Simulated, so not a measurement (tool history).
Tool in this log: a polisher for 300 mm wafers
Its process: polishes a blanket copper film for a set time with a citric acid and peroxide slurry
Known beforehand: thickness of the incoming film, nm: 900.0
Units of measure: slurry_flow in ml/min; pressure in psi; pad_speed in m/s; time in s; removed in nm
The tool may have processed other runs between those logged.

| run | hour | slurry_flow | pressure | pad_speed | slurry_solids | time | removed |
|---|---|---|---|---|---|---|---|
| 1 | 0.0 | 265 | 2.8 | 1.28 | 1.0 | 73 | 201.620 |
| 2 | 6.4 | 260 | 2.4 | 1.22 | 1.0 | 73 | 170.970 |
| 3 | 8.8 | 260 | 2.1 | 1.16 | 1.0 | 73 | 143.700 |
| 4 | 12.5 | 260 | 2.1 | 1.16 | 1.0 | 73 | 145.720 |
| 5 | 15.1 | 225 | 2.1 | 1.16 | 1.0 | 73 | 140.520 |
| 6 | 21.1 | 225 | 2.1 | 0.86 | 1.0 | 73 | 120.950 |

What does the tool deliver on the next run?
| 7 | 24.1 | 220 | 1.5 | 0.84 | 1.0 | 73 | ? |

{"run 7": {"removed": 86.303}}

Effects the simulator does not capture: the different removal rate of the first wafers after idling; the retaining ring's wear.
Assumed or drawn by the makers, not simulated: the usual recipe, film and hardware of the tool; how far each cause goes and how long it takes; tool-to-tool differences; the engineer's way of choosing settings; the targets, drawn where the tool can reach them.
